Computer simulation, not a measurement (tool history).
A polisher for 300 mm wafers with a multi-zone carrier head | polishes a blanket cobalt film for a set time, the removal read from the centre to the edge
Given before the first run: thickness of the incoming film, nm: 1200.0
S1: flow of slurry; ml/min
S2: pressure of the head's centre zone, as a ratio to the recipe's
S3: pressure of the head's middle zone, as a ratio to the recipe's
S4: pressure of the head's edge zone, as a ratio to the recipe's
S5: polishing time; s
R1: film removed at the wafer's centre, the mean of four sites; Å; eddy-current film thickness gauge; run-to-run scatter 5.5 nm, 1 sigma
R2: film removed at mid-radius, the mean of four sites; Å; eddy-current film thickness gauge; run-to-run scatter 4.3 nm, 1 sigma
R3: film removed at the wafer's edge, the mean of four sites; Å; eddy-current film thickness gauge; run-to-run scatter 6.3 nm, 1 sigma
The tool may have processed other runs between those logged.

{"run": 1, "hour": 0.0, "S1": 125, "S2": 1, "S3": 1, "S4": 1, "S5": 60, "R1": 3749.3, "R2": 3867, "R3": 3701.3}
{"run": 2, "hour": 0.9, "S1": 125, "S2": 1.07, "S3": 1, "S4": 1, "S5": 60, "R1": 4018.3, "R2": 3831.8, "R3": 3748.5}
{"run": 3, "hour": 8.0, "S1": 140, "S2": 1.1, "S3": 1, "S4": 1.04, "S5": 62, "R1": 4296.1, "R2": 4024.4, "R3": 4048.1}
{"run": 4, "hour": 9.0, "S1": 140, "S2": 1.1, "S3": 1, "S4": 1.04, "S5": 70, "R1": 4941.1, "R2": 4634.1, "R3": 4529.4}
{"run": 5, "hour": 10.7, "S1": 140, "S2": 1.1, "S3": 1, "S4": 1.13, "S5": 70, "R1": 4923.8, "R2": 4577.8, "R3": 4643.6}
{"run": 6, "hour": 16.6, "S1": 115, "S2": 1.1, "S3": 1, "S4": 1.13, "S5": 70, "R1": 4660.1, "R2": 4369, "R3": 4572.1}
{"run": 7, "hour": 18.6, "S1": 125, "S2": 1.12, "S3": 0.99, "S4": 1.14, "S5": 70, "R1": 4863.9, "R2": 4470, "R3": 4712.5}

Estimate the outcome of run 8 from the log above:
{"run": 8, "hour": 27.3, "S1": 135, "S2": 1.14, "S3": 0.98, "S4": 1.13, "S5": 70, "R1": "?", "R2": "?", "R3": "?"}

Run 8 measured R1 5080.9 Å, R2 4520.3 Å, R3 4651.6 Å.
